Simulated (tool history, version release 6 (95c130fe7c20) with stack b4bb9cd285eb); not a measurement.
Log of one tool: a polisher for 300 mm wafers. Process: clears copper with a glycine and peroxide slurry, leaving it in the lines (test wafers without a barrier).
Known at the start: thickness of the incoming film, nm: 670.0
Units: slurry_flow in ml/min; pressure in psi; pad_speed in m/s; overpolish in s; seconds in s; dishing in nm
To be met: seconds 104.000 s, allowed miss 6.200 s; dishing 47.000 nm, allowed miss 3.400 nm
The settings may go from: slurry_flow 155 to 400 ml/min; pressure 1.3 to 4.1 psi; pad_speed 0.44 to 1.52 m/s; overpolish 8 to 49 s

run 1 hour=0.0 | slurry_flow=255 pressure=2.7 pad_speed=0.98 overpolish=25 | seconds=139.610 dishing=40.235
run 2 hour=6.9 | slurry_flow=255 pressure=2.8 pad_speed=0.98 overpolish=25 | seconds=135.560 dishing=40.782
run 3 hour=9.4 | slurry_flow=255 pressure=2.9 pad_speed=0.98 overpolish=25 | seconds=136.560 dishing=43.267
run 4 hour=14.5 | slurry_flow=255 pressure=3.0 pad_speed=1.00 overpolish=24 | seconds=126.670 dishing=41.755
run 5 hour=20.9 | slurry_flow=255 pressure=2.4 pad_speed=1.00 overpolish=24 | seconds=150.310 dishing=37.580
run 6 hour=22.8 | slurry_flow=205 pressure=2.4 pad_speed=1.00 overpolish=24 | seconds=153.170 dishing=37.202
run 7 hour=29.3 | slurry_flow=205 pressure=2.4 pad_speed=1.00 overpolish=24 | seconds=151.770 dishing=38.995
run 8 hour=32.2 | slurry_flow=205 pressure=2.5 pad_speed=1.02 overpolish=24 | seconds=149.400 dishing=38.869
run 9 hour=41.3 | slurry_flow=205 pressure=2.6 pad_speed=1.04 overpolish=24 | seconds=144.110 dishing=39.928
run 10 hour=45.0 | slurry_flow=205 pressure=2.7 pad_speed=1.06 overpolish=24 | seconds=136.530 dishing=40.505
run 11 hour=45.7 | slurry_flow=205 pressure=2.7 pad_speed=1.06 overpolish=24 | seconds=137.750 dishing=41.711
run 12 hour=49.5 | slurry_flow=205 pressure=3.4 pad_speed=1.12 overpolish=25 | seconds=112.850 dishing=42.565

Which of these 4 next moves meets every target?
run A hour=53.3 | slurry_flow=180 pressure=3.6 pad_speed=1.18 overpolish=37 | seconds=? dishing=?
run B hour=53.3 | slurry_flow=175 pressure=4.1 pad_speed=1.20 overpolish=28 | seconds=? dishing=?
run C hour=53.3 | slurry_flow=275 pressure=4.1 pad_speed=1.22 overpolish=26 | seconds=? dishing=?
run D hour=53.3 | slurry_flow=190 pressure=3.9 pad_speed=1.30 overpolish=33 | seconds=? dishing=?

move=A seconds=102.500 dishing=46.352
move=B seconds=91.236 dishing=45.196
move=C seconds=86.746 dishing=44.964
move=D seconds=89.929 dishing=46.175
A: meets every target
B: takes the result that was furthest off past its target
C: takes the result that was furthest off past its target
D: takes the result that was furthest off past its target
Move A is the one to make.

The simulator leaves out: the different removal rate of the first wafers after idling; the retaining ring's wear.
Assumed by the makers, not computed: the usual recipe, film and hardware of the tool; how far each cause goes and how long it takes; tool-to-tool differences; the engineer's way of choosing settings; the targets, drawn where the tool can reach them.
